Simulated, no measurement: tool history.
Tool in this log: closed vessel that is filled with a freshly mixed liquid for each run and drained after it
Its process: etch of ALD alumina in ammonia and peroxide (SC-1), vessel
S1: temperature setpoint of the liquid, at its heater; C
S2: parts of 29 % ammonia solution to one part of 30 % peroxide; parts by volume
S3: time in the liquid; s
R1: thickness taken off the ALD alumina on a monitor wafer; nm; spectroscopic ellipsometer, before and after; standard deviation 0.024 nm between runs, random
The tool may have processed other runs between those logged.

run 1 hour=0.0 | S1=54.0 S2=0.5 S3=30 | R1=2.0583
run 2 hour=5.6 | S1=54.5 S2=0.5 S3=30 | R1=2.0617
run 3 hour=14.8 | S1=54.5 S2=0.5 S3=30 | R1=2.0739
run 4 hour=16.0 | S1=51.0 S2=0.5 S3=30 | R1=1.7384
run 5 hour=20.4 | S1=51.0 S2=0.5 S3=30 | R1=1.7257
run 6 hour=25.3 | S1=52.5 S2=0.5 S3=30 | R1=1.8616
run 7 hour=32.7 | S1=53.5 S2=0.5 S3=30 | R1=1.9877
run 8 hour=34.0 | S1=54.5 S2=0.5 S3=30 | R1=2.0961
run 9 hour=36.9 | S1=55.0 S2=0.5 S3=30 | R1=2.1176

Predict the results of run 10:
run 10 hour=44.6 | S1=55.5 S2=0.5 S3=30 | R1=?

R1: 2.2183 nm

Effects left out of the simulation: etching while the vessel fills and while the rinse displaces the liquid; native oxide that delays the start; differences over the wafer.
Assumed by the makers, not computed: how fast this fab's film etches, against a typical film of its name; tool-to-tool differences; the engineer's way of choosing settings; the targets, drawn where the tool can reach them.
